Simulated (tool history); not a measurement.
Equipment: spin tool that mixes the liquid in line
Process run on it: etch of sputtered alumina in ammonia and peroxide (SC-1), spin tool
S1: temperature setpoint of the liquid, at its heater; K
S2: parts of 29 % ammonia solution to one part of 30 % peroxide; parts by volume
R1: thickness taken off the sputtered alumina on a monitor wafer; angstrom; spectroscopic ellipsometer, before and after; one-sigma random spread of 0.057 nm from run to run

Run 1, day 0.000: S1 323.15 K, S2 0.70 parts by volume, time under the liquid (s) 155. Result: R1 72.484 angstrom.
Run 2, day 0.212: S1 323.15 K, S2 0.70 parts by volume, time under the liquid (s) 170. Result: R1 79.941 angstrom.
Run 3, day 0.267: S1 327.15 K, S2 0.70 parts by volume, time under the liquid (s) 170. Result: R1 99.063 angstrom.
Run 4, day 0.562: S1 327.15 K, S2 0.55 parts by volume, time under the liquid (s) 170. Result: R1 97.103 angstrom.
Run 5, day 0.867: S1 327.15 K, S2 0.55 parts by volume, time under the liquid (s) 155. Result: R1 87.754 angstrom.
Run 6, day 1.062: S1 325.65 K, S2 0.55 parts by volume, time under the liquid (s) 155. Result: R1 81.413 angstrom.
Run 7, day 1.154: S1 324.65 K, S2 0.55 parts by volume, time under the liquid (s) 155. Result: R1 76.434 angstrom.
Run 8, day 1.225: S1 324.65 K, S2 0.55 parts by volume, time under the liquid (s) 155. Result: R1 76.162 angstrom.
Run 9, day 1.446: S1 323.65 K, S2 0.55 parts by volume, time under the liquid (s) 155. Result: R1 72.331 angstrom.

Expected results for the next run?
Run 10, day 1.675: S1 323.15 K, S2 0.55 parts by volume, time under the liquid (s) 155. Result: R1 ?.

Run 10 gave R1 71.411 angstrom.
